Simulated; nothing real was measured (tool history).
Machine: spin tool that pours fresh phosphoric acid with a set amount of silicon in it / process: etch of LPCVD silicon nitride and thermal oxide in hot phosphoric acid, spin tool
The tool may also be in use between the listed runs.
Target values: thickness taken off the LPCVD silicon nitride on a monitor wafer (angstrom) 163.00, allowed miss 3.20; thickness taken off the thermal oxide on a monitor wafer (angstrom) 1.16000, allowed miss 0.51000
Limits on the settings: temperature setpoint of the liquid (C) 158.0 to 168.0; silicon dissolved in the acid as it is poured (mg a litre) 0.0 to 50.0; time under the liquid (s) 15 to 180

run,day,temperature setpoint of the liquid (C),silicon dissolved in the acid as it is poured (mg a litre),time under the liquid (s),thickness taken off the LPCVD silicon nitride on a monitor wafer (angstrom),thickness taken off the thermal oxide on a monitor wafer (angstrom)
1,0.000,163.0,22.0,90,108.92,2.05340
2,0.225,163.0,12.0,90,108.35,2.62740
3,0.325,163.0,12.0,125,151.18,3.55690
4,0.567,163.5,22.0,125,154.97,3.16080
5,0.750,161.5,22.0,125,145.27,3.01730
6,0.996,161.5,22.0,105,121.69,2.23190
7,1.162,162.5,29.0,110,132.21,1.86260
8,1.533,163.5,33.5,110,134.85,1.20920
9,1.700,164.5,33.5,115,147.08,1.91100
10,1.950,165.0,38.0,115,149.56,1.68560
11,2.275,165.5,41.0,115,152.79,1.28100
12,2.379,166.0,42.0,115,154.02,1.27000
13,2.604,166.0,42.0,115,153.98,1.17680

4 next moves are on the table. One of them brings every result within its allowed miss. Which?
A,2.829,164.0,38.0,135,?,?
B,2.829,166.5,45.5,110,?,?
C,2.829,167.0,41.0,105,?,?
D,2.829,166.5,42.5,120,?,?

move,thickness taken off the LPCVD silicon nitride on a monitor wafer (angstrom),thickness taken off the thermal oxide on a monitor wafer (angstrom)
A,170.91,1.30000
B,151.16,0.78019
C,146.66,1.03420
D,164.90,1.01810
A: the result that was furthest off in the last run now lies on the other side of its target
B: lands further from the targets than the last run did
C: lands further from the targets than the last run did
D: hits every target within its allowed miss
Move D is the one to make.
